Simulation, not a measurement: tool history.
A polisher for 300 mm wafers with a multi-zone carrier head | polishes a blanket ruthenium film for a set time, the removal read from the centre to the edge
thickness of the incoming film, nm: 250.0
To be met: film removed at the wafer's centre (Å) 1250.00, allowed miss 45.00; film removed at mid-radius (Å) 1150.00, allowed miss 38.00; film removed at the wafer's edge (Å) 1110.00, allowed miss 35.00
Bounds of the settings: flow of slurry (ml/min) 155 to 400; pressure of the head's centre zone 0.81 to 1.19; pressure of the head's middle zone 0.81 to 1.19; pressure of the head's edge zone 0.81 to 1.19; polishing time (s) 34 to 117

run,day,flow of slurry (ml/min),pressure of the head's centre zone,pressure of the head's middle zone,pressure of the head's edge zone,polishing time (s),film removed at the wafer's centre (Å),film removed at mid-radius (Å),film removed at the wafer's edge (Å)
1,0.000,255,1.00,1.00,1.00,75,792.83,815.29,803.64
2,0.192,270,1.05,1.03,1.04,80,894.48,894.70,872.30
3,0.246,270,1.05,0.98,1.04,80,903.21,867.52,874.10
4,0.300,205,1.05,0.98,1.04,80,871.25,832.19,846.24
5,0.658,205,1.05,0.98,1.08,80,877.69,840.77,853.82
6,0.912,235,1.08,1.01,1.11,84,954.51,918.34,934.82
7,1.142,255,1.11,1.03,1.11,87,1028.60,955.97,970.80
8,1.446,270,1.13,1.06,1.11,90,1088.60,1023.20,1018.50
9,1.646,285,1.15,1.08,1.11,92,1146.20,1076.30,1039.60
10,1.742,295,1.16,1.09,1.12,93,1174.90,1099.30,1046.60
11,1.942,300,1.17,1.09,1.13,94,1211.80,1107.00,1074.80
12,2.021,305,1.17,1.10,1.14,94,1191.40,1123.10,1052.20

Which of these 5 next moves meets every target?
A,2.100,250,1.15,1.16,1.19,95,?,?,?
B,2.100,270,1.04,1.09,1.15,104,?,?,?
C,2.100,340,1.19,0.99,1.15,95,?,?,?
D,2.100,380,1.15,1.07,1.09,97,?,?,?
E,2.100,265,1.05,1.05,1.18,102,?,?,?

move,film removed at the wafer's centre (Å),film removed at mid-radius (Å),film removed at the wafer's edge (Å)
A,1165.20,1150.80,1084.90
B,1160.60,1203.00,1173.60
C,1238.10,1030.50,1088.50
D,1232.80,1133.20,1086.90
E,1147.00,1140.90,1165.80
A: brings the result that was furthest off to its target, and leaves another outside
B: takes the result that was furthest off past its target
C: brings the result that was furthest off to its target, and leaves another outside
D: meets every target
E: takes the result that was furthest off past its target
Move D is the one to make.
